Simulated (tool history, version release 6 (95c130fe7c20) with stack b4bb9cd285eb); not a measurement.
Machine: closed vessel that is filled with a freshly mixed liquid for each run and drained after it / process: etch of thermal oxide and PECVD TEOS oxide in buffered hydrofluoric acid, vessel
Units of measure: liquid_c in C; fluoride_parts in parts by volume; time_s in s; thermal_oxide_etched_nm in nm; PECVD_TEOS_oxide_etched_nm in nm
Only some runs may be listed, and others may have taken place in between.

run  hour  liquid_c  fluoride_parts  time_s  thermal_oxide_etched_nm  PECVD_TEOS_oxide_etched_nm
  1     0        24              12      60                   55.073                      86.195
  2     5      22.5              12      60                   50.802                      79.646
  3  10.4      21.5              12      60                   47.962                      74.136
  4  19.3        21              12      60                   46.695                      72.911
  5    23      20.5              12      60                   45.477                      70.136
     27.2  -- thermometer replaced
  6  27.2      20.5              12      50                    35.26                      54.339
  7  35.6        21              12      50                   36.249                      55.821

Run 8, settings as shown, results not yet in. Your forecast:
  8  37.8      21.5              12      50                        ?                           ?

For run 8 the tool returned thermal_oxide_etched_nm 37.111 nm, PECVD_TEOS_oxide_etched_nm 57.501 nm.

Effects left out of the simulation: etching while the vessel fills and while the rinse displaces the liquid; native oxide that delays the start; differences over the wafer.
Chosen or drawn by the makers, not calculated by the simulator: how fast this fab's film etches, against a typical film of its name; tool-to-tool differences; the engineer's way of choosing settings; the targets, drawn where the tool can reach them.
